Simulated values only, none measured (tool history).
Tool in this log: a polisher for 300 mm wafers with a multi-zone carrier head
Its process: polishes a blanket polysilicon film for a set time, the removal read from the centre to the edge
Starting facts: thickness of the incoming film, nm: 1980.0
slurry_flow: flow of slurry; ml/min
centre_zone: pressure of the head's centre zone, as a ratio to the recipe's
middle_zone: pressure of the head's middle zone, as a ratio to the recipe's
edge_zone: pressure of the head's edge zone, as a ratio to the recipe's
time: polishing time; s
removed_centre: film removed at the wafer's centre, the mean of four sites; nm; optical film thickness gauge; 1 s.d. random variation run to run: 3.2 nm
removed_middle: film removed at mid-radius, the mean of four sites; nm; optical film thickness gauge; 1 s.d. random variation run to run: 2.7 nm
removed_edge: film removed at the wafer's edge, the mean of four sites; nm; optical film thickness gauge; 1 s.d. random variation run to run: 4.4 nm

| run | hour | slurry_flow | centre_zone | middle_zone | edge_zone | time | removed_centre | removed_middle | removed_edge |
|---|---|---|---|---|---|---|---|---|---|
| 1 | 0 | 315 | 1 | 1 | 1 | 52 | 262.67 | 264.64 | 262.71 |
| 2 | 5.8 | 315 | 1 | 1 | 1.07 | 52 | 260.2 | 260.44 | 263.45 |
| 3 | 12.6 | 260 | 1 | 1 | 1.07 | 52 | 251.74 | 258.89 | 265.79 |
| 4 | 14.2 | 255 | 0.99 | 1.01 | 1.07 | 53 | 258.7 | 267.74 | 267.37 |
| 5 | 18.2 | 250 | 0.97 | 1.01 | 1.08 | 54 | 257.66 | 268.02 | 277.5 |
| 6 | 27 | 250 | 0.97 | 1.01 | 1.08 | 42 | 194.85 | 210.01 | 213.36 |

Run 7 has not been measured yet. What should we expect?
| 7 | 35.2 | 245 | 0.96 | 1.02 | 1.08 | 44 | ? | ? | ? |

removed_centre: 206.23 nm
removed_middle: 220.09 nm
removed_edge: 221.3 nm
